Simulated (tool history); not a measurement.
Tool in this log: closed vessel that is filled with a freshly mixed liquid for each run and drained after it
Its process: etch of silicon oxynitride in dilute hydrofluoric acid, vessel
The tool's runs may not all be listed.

run	hour	temperature setpoint of the liquid (°C)	parts of water to one part of 49 % hydrofluoric acid (parts by volume)	time in the liquid (s)	thickness taken off the silicon oxynitride on a monitor wafer (angstrom)
1	0.0	21.0	145	3015	725.37
2	4.5	19.5	145	3015	678.69
3	10.4	19.0	145	3015	663.64
4	14.2	19.0	115	3015	856.04
5	20.6	22.5	115	3015	1008.30
6	28.6	24.5	115	3015	1106.40

Run 7, settings as shown, results not yet in. Your forecast:
7	32.9	23.0	120	3015	?

{"run 7": {"thickness taken off the silicon oxynitride on a monitor wafer (angstrom)": 981.62}}
